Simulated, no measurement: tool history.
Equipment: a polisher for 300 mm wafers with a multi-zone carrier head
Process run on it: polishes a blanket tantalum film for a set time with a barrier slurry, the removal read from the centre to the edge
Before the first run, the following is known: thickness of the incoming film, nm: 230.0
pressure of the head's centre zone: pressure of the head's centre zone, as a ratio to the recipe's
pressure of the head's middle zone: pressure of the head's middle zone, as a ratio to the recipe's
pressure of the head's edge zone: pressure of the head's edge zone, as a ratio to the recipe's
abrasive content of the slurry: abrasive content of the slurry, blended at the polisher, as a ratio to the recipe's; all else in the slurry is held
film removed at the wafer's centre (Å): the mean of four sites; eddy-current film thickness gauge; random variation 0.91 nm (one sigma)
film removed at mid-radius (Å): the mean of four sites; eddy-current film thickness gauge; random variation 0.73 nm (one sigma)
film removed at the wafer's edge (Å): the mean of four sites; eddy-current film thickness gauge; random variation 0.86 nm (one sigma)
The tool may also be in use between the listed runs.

run	day	flow of slurry (ml/min)	pressure of the head's centre zone	pressure of the head's middle zone	pressure of the head's edge zone	abrasive content of the slurry	polishing time (s)	film removed at the wafer's centre (Å)	film removed at mid-radius (Å)	film removed at the wafer's edge (Å)
1	0	265	1	1	1	1	49	783.99	822.45	845.8
2	0.346	265	1	0.98	0.97	0.85	48	715.93	750.36	756.14
3	0.412	260	0.99	0.94	0.94	0.8	48	681.85	702.96	738.92
4	0.529	260	1	0.93	0.92	0.75	48	663.69	657.11	711.12
5	0.792	260	1	0.94	0.9	0.7	48	628.45	659.95	678.48
6	1.092	260	1	0.94	0.9	0.9	48	731.72	739.53	789.12
7	1.171	260	1.01	0.94	0.9	0.8	48	688.1	717.25	724.23
8	1.517	260	1.01	0.94	0.9	0.8	48	696.97	700.11	734.62
9	1.612	260	1.01	0.94	0.9	0.75	48	680.85	669.29	713.06
10	1.988	260	1.01	0.95	0.9	0.7	48	646.74	659.27	678.08
# day 2.275: centre zone pressure recalibrated
11	2.275	255	1.01	0.95	0.9	0.7	48	675.15	651.26	663.58
12	2.538	250	1	0.94	0.9	0.7	48	666.2	648.16	665.38

Run 13 is up next; what results do you expect?
13	2.771	250	0.99	0.93	0.9	0.7	48	?	?	?

{"run 13": {"film removed at the wafer's centre (Å)": 648.98, "film removed at mid-radius (Å)": 640.44, "film removed at the wafer's edge (Å)": 666.12}}

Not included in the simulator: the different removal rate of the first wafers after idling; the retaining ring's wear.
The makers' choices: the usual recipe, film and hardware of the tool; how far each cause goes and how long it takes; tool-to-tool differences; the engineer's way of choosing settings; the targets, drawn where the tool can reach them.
